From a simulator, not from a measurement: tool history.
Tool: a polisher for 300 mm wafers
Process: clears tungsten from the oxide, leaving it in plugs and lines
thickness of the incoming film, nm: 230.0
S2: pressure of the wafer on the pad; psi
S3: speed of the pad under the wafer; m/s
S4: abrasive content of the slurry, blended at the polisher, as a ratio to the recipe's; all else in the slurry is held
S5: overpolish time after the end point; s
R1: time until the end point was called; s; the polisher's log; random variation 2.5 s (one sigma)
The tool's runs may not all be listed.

Run 1, day 0.000: flow of slurry (ml/min) 300, S2 2.7 psi, S3 0.96 m/s, S4 1.0, S5 7 s. Result: R1 104.930 s.
Run 2, day 0.217: flow of slurry (ml/min) 335, S2 2.7 psi, S3 0.96 m/s, S4 1.0, S5 7 s. Result: R1 103.620 s.
Run 3, day 0.271: flow of slurry (ml/min) 335, S2 2.5 psi, S3 0.94 m/s, S4 1.0, S5 7 s. Result: R1 115.740 s.
Run 4, day 0.375: flow of slurry (ml/min) 335, S2 2.4 psi, S3 0.94 m/s, S4 1.0, S5 7 s. Result: R1 116.780 s.
Run 5, day 0.608: flow of slurry (ml/min) 335, S2 3.0 psi, S3 0.94 m/s, S4 1.0, S5 7 s. Result: R1 94.035 s.
Run 6, day 0.717: flow of slurry (ml/min) 335, S2 2.7 psi, S3 0.92 m/s, S4 1.0, S5 7 s. Result: R1 107.180 s.

Forecast run 7:
Run 7, day 0.950: flow of slurry (ml/min) 335, S2 2.5 psi, S3 0.90 m/s, S4 1.0, S5 7 s. Result: R1 ?.

Run 7 gave R1 117.100 s.
